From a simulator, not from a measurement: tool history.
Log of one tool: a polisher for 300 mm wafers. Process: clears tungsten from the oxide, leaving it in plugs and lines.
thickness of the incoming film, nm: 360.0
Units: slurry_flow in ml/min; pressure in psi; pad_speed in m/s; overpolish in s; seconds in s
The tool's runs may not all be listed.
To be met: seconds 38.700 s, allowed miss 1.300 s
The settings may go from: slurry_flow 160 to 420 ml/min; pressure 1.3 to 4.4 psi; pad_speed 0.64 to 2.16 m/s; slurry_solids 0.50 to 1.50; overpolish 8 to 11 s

{"run": 1, "hour": 0.0, "slurry_flow": 270, "pressure": 2.8, "pad_speed": 1.4, "slurry_solids": 1.0, "overpolish": 11, "seconds": 58.15}
{"run": 2, "hour": 3.4, "slurry_flow": 270, "pressure": 2.8, "pad_speed": 1.4, "slurry_solids": 1.1, "overpolish": 11, "seconds": 55.928}
{"run": 3, "hour": 9.8, "slurry_flow": 270, "pressure": 2.9, "pad_speed": 1.4, "slurry_solids": 1.1, "overpolish": 11, "seconds": 54.801}
{"run": 4, "hour": 17.9, "slurry_flow": 310, "pressure": 2.9, "pad_speed": 1.4, "slurry_solids": 1.1, "overpolish": 11, "seconds": 54.063}
{"run": 5, "hour": 21.6, "slurry_flow": 310, "pressure": 3.0, "pad_speed": 1.4, "slurry_solids": 1.1, "overpolish": 11, "seconds": 51.878}
{"run": 6, "hour": 28.6, "slurry_flow": 310, "pressure": 3.0, "pad_speed": 1.22, "slurry_solids": 1.1, "overpolish": 11, "seconds": 60.083}
{"run": 7, "hour": 30.6, "slurry_flow": 310, "pressure": 3.0, "pad_speed": 1.22, "slurry_solids": 1.1, "overpolish": 11, "seconds": 59.385}
{"run": 8, "hour": 36.3, "slurry_flow": 310, "pressure": 3.0, "pad_speed": 1.22, "slurry_solids": 1.1, "overpolish": 11, "seconds": 59.004}
{"run": 9, "hour": 43.6, "slurry_flow": 310, "pressure": 3.1, "pad_speed": 1.22, "slurry_solids": 1.1, "overpolish": 11, "seconds": 57.503}
{"run": 10, "hour": 48.0, "slurry_flow": 310, "pressure": 3.1, "pad_speed": 1.22, "slurry_solids": 1.1, "overpolish": 11, "seconds": 57.341}
{"run": 11, "hour": 50.8, "slurry_flow": 315, "pressure": 3.9, "pad_speed": 1.24, "slurry_solids": 1.1, "overpolish": 11, "seconds": 45.801}
{"run": 12, "hour": 58.7, "slurry_flow": 315, "pressure": 4.0, "pad_speed": 1.24, "slurry_solids": 1.1, "overpolish": 11, "seconds": 44.46}
{"run": 13, "hour": 67.2, "slurry_flow": 320, "pressure": 4.2, "pad_speed": 1.26, "slurry_solids": 1.1, "overpolish": 11, "seconds": 42.166}

Which of these 5 next moves meets every target?
{"run": "A", "hour": 75.7, "slurry_flow": 385, "pressure": 4.4, "pad_speed": 1.18, "slurry_solids": 1.0, "overpolish": 11, "seconds": "?"}
{"run": "B", "hour": 75.7, "slurry_flow": 265, "pressure": 3.8, "pad_speed": 1.34, "slurry_solids": 1.25, "overpolish": 8, "seconds": "?"}
{"run": "C", "hour": 75.7, "slurry_flow": 370, "pressure": 4.4, "pad_speed": 1.24, "slurry_solids": 0.85, "overpolish": 11, "seconds": "?"}
{"run": "D", "hour": 75.7, "slurry_flow": 290, "pressure": 4.4, "pad_speed": 1.24, "slurry_solids": 1.3, "overpolish": 11, "seconds": "?"}
{"run": "E", "hour": 75.7, "slurry_flow": 365, "pressure": 4.1, "pad_speed": 1.26, "slurry_solids": 1.1, "overpolish": 8, "seconds": "?"}

move=A seconds=42.267
move=B seconds=41.915
move=C seconds=42.326
move=D seconds=38.349
move=E seconds=41.553
A: as far off as the last run
B: nearer than the last run, and not there yet
C: as far off as the last run
D: meets every target
E: nearer than the last run, and not there yet
The right move is D.
